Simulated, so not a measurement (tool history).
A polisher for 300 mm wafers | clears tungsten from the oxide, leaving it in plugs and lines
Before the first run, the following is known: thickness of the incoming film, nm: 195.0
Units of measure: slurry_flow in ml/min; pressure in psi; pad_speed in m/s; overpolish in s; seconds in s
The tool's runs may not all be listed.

{"run": 1, "hour": 0.0, "slurry_flow": 175, "pressure": 2.3, "pad_speed": 0.88, "slurry_solids": 1, "overpolish": 30, "seconds": 66.199}
{"run": 2, "hour": 1.9, "slurry_flow": 175, "pressure": 2.4, "pad_speed": 0.88, "slurry_solids": 1, "overpolish": 30, "seconds": 65.352}
{"run": 3, "hour": 8.8, "slurry_flow": 175, "pressure": 2.4, "pad_speed": 0.88, "slurry_solids": 1, "overpolish": 30, "seconds": 65.901}
{"run": 4, "hour": 13.9, "slurry_flow": 175, "pressure": 2.4, "pad_speed": 0.78, "slurry_solids": 1, "overpolish": 30, "seconds": 70.953}
{"run": 5, "hour": 20.3, "slurry_flow": 175, "pressure": 2.5, "pad_speed": 0.78, "slurry_solids": 1, "overpolish": 30, "seconds": 69.694}
{"run": 6, "hour": 28.1, "slurry_flow": 175, "pressure": 2.6, "pad_speed": 0.78, "slurry_solids": 1, "overpolish": 30, "seconds": 67.04}
{"run": 7, "hour": 35.5, "slurry_flow": 175, "pressure": 2.7, "pad_speed": 0.78, "slurry_solids": 1, "overpolish": 30, "seconds": 65.789}

Run 8 comes next. What will it give?
{"run": 8, "hour": 42.9, "slurry_flow": 175, "pressure": 2.8, "pad_speed": 0.78, "slurry_solids": 1, "overpolish": 30, "seconds": "?"}

{"run 8": {"seconds": 62.821}}
